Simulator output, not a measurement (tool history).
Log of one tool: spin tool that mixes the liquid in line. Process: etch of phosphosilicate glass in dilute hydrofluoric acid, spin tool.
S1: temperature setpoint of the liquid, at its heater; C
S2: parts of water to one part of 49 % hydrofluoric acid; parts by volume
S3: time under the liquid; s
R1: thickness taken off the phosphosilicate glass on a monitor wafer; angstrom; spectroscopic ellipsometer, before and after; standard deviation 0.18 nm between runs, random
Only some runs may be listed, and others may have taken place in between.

run  hour    S1   S2  S3      R1
  1     0    25  110  15   185.7
  2   2.5    25  110  15  186.44
  3  10.3    26  105  15  205.37
  4  14.9    27  105  15  213.02
  5  21.9    24  105  15  187.73
  6    26    25  105  15  195.93
  7  34.9    26  105  15  205.65
  8  39.6    27  105  15  212.89
  9  46.7    28  105  15  224.43
 10  55.4  28.5  105  15  224.72
 11  59.4    29  105  15  231.07
 12  67.2  29.5  105  15  234.87
 13  74.3    30  105  15  238.47
 14  81.7  30.5  105  15  244.68
 15  86.4    31  105  15  245.75

Run 16 has not been measured yet. What should we expect?
 16  94.5  31.5  105  15   ?

{"run 16": {"R1": 252.2}}
